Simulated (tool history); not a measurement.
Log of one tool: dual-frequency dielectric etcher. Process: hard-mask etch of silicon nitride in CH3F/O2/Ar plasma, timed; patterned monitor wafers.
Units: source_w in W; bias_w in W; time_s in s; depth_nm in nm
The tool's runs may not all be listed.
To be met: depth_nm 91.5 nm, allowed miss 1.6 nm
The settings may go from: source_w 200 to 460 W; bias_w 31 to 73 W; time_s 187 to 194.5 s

run	day	source_w	bias_w	time_s	depth_nm
1	0	330	52	187	108.26
2	0.183	330	52	194.5	113.13
3	0.375	300	49	194	104.87
4	0.508	300	49	194.5	105.13
5	0.838	300	41	194.5	99.724
6	0.892	300	50	194.5	105.94
# day 1.162: wet clean of the chamber
7	1.162	300	50	194.5	110.77
8	1.504	300	46	194	108.07

Which of these 4 next moves meets every target?
A	1.846	280	34	187	?
B	1.846	230	42	187	?
C	1.846	210	43	194.5	?
D	1.846	220	41	194.5	?

move	depth_nm
A	91.412
B	87.558
C	87.046
D	88.076
A: meets every target
B: takes the result that was furthest off past its target
C: takes the result that was furthest off past its target
D: takes the result that was furthest off past its target
Answer: A

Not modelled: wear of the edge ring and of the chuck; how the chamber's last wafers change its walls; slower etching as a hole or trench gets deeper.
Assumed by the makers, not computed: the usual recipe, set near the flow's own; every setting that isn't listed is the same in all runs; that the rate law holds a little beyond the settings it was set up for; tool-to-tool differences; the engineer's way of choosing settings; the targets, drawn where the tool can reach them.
